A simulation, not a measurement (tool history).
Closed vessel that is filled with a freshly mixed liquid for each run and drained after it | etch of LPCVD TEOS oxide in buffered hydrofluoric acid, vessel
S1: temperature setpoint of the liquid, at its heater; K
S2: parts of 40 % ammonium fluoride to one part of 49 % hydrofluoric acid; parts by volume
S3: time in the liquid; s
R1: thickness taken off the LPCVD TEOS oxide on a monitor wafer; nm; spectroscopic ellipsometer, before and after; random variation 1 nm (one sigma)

run	hour	S1	S2	S3	R1
1	0	297.15	13	105	132
2	1.2	296.15	13	105	122.62
3	6.4	298.65	13	105	140.57
4	13.9	296.15	13	105	124.41
5	20.5	296.15	13	115	134.32
6	24.1	295.15	13	115	128.01

Forecast run 7:
7	28.5	294.65	13	115	?

R1: 123.35 nm
